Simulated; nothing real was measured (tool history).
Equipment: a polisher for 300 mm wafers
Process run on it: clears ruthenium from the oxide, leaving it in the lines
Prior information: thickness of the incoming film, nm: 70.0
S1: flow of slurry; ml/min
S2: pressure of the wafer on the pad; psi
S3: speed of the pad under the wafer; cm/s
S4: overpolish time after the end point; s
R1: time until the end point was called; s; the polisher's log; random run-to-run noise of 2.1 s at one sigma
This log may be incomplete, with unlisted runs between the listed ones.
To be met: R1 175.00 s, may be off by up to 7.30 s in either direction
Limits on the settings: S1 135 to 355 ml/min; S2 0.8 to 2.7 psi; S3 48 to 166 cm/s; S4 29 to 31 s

run 1 hour=0.0 | S1=225 S2=1.7 S3=106 S4=29 | R1=93.74
run 2 hour=4.8 | S1=225 S2=1.5 S3=104 S4=29 | R1=109.76
run 3 hour=10.6 | S1=225 S2=1.4 S3=104 S4=29 | R1=117.80
run 4 hour=12.3 | S1=225 S2=1.3 S3=104 S4=29 | R1=123.68
run 5 hour=19.5 | S1=225 S2=1.2 S3=104 S4=29 | R1=136.24
run 6 hour=21.6 | S1=225 S2=1.1 S3=104 S4=29 | R1=145.28
run 7 hour=26.4 | S1=225 S2=1.1 S3=104 S4=29 | R1=146.91
run 8 hour=27.9 | S1=225 S2=1.0 S3=104 S4=29 | R1=162.50

Which single option among these 5 for the next run brings every result within its allowed miss of target? Just one does.
run A hour=29.4 | S1=215 S2=0.9 S3=126 S4=29 | R1=?
run B hour=29.4 | S1=195 S2=0.9 S3=120 S4=30 | R1=?
run C hour=29.4 | S1=215 S2=1.0 S3=106 S4=31 | R1=?
run D hour=29.4 | S1=235 S2=0.9 S3=108 S4=29 | R1=?
run E hour=29.4 | S1=195 S2=1.2 S3=86 S4=29 | R1=?

move=A R1=153.44
move=B R1=162.37
move=C R1=161.14
move=D R1=173.22
move=E R1=163.61
A: further off than the last run
B: as far off as the last run
C: further off than the last run
D: all results in spec
E: better than the last run, though not everything is in spec
So the answer is move D, the one that meets all the targets.
